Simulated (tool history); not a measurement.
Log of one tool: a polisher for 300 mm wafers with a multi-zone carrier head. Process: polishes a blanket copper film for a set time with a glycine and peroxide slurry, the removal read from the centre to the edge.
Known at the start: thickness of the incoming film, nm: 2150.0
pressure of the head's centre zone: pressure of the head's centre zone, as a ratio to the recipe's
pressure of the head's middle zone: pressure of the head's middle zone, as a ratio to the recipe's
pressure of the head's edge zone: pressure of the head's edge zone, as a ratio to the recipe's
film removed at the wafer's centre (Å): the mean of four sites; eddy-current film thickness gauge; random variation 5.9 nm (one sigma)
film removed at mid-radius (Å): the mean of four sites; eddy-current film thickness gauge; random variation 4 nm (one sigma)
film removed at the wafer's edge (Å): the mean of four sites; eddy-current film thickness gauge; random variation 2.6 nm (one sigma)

run  hour  flow of slurry (ml/min)  pressure of the head's centre zone  pressure of the head's middle zone  pressure of the head's edge zone  polishing time (s)  film removed at the wafer's centre (Å)  film removed at mid-radius (Å)  film removed at the wafer's edge (Å)
  1     0                      285                                   1                                   1                                 1                  55                                  2833.4                          2787.1                                2759.1
  2   6.3                      290                                1.01                                   1                              1.02                  56                                  2948.9                          2883.1                                2796.5
  3  10.4                      290                                1.01                                0.99                              1.02                  58                                  3030.7                          2981.6                                2906.2
  4  11.9                      290                                0.96                                0.99                              1.02                  58                                  2852.2                          2949.2                                2938.7
  5  20.4                      290                                0.97                                0.98                              1.03                  60                                  2921.6                          3051.3                                3010.8
  6  23.2                      290                                0.91                                0.98                              1.03                  60                                  2847.3                          3026.8                                3034.6
  7  25.2                      290                                0.93                                0.97                              1.04                  61                                  2899.4                          3006.9                                3120.6
  8  33.8                      290                                0.95                                0.97                              1.05                  62                                  2976.4                          3122.3                                3190.2
  9  38.4                      295                                0.97                                0.96                              1.05                  63                                  3181.5                          3088.7                                3217.6
 10  44.8                      300                                0.98                                0.96                              1.06                  64                                  3166.4                          3088.4                                3281.5

Forecast run 11:
 11  47.4                      305                                   1                                0.97                              1.06                  65                                       ?                               ?                                     ?

film removed at the wafer's centre (Å): 3439.9
film removed at mid-radius (Å): 3219.3
film removed at the wafer's edge (Å): 3337.4
